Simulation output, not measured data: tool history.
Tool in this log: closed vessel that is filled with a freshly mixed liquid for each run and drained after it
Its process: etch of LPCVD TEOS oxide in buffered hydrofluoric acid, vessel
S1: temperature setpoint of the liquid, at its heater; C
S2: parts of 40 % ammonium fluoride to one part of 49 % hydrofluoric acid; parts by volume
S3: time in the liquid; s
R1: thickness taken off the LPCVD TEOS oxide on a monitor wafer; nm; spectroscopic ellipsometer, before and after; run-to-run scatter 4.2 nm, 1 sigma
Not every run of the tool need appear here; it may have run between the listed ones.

run	day	S1	S2	S3	R1
1	0	24	12.5	100	236.19
2	0.325	24	12.5	100	240.71
3	0.625	25	12	100	263.08
4	0.75	25	12	105	273.06
5	0.904	25	14	105	234.62
6	1.029	26	13.5	105	258.5
7	1.192	26.5	13	105	274.64
8	1.488	27	12.5	105	293.17
9	1.871	27.5	12	105	317.77

Estimate the outcome of run 10 from the log above:
10	2.129	27.5	12	105	?

{"run 10": {"R1": 308.15}}
